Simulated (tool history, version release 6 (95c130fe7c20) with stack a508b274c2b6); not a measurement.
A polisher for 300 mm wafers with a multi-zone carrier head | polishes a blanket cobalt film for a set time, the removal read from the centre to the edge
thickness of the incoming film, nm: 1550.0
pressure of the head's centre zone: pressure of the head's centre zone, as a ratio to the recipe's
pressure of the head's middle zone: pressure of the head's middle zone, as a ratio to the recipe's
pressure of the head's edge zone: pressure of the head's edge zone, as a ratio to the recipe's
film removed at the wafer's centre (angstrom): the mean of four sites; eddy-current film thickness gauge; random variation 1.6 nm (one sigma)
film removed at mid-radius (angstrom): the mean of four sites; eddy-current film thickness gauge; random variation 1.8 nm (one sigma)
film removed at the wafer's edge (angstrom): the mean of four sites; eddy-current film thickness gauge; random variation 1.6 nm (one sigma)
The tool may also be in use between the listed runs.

| run | hour | flow of slurry (ml/min) | pressure of the head's centre zone | pressure of the head's middle zone | pressure of the head's edge zone | polishing time (s) | film removed at the wafer's centre (angstrom) | film removed at mid-radius (angstrom) | film removed at the wafer's edge (angstrom) |
|---|---|---|---|---|---|---|---|---|---|
| 1 | 0.0 | 260 | 1.00 | 1.00 | 1.00 | 37 | 1758.2 | 1684.5 | 1777.7 |
| 2 | 2.7 | 260 | 0.93 | 1.00 | 1.00 | 37 | 1650.2 | 1698.5 | 1756.7 |
| 3 | 8.2 | 270 | 0.96 | 1.00 | 1.05 | 38 | 1764.5 | 1777.1 | 1858.1 |
| 4 | 12.9 | 270 | 0.97 | 0.98 | 1.08 | 39 | 1816.5 | 1816.7 | 1966.8 |
| 5 | 19.3 | 285 | 1.00 | 0.97 | 1.11 | 39 | 1861.9 | 1769.9 | 1987.1 |
| 6 | 24.8 | 285 | 1.00 | 1.02 | 1.11 | 39 | 1834.4 | 1872.0 | 2009.4 |
| 7 | 26.6 | 290 | 1.04 | 1.02 | 1.13 | 39 | 1954.4 | 1856.4 | 2008.7 |
| 8 | 31.1 | 295 | 1.04 | 1.01 | 1.15 | 40 | 1988.0 | 1913.4 | 2062.7 |
| 9 | 39.1 | 300 | 1.04 | 0.99 | 1.16 | 41 | 2044.0 | 1914.3 | 2117.5 |

The next listed run, before its measurement:
| 10 | 40.7 | 300 | 1.04 | 0.99 | 1.16 | 41 | ? | ? | ? |

Run 10 gave film removed at the wafer's centre (angstrom) 2031.2, film removed at mid-radius (angstrom) 1907.5, film removed at the wafer's edge (angstrom) 2142.3.

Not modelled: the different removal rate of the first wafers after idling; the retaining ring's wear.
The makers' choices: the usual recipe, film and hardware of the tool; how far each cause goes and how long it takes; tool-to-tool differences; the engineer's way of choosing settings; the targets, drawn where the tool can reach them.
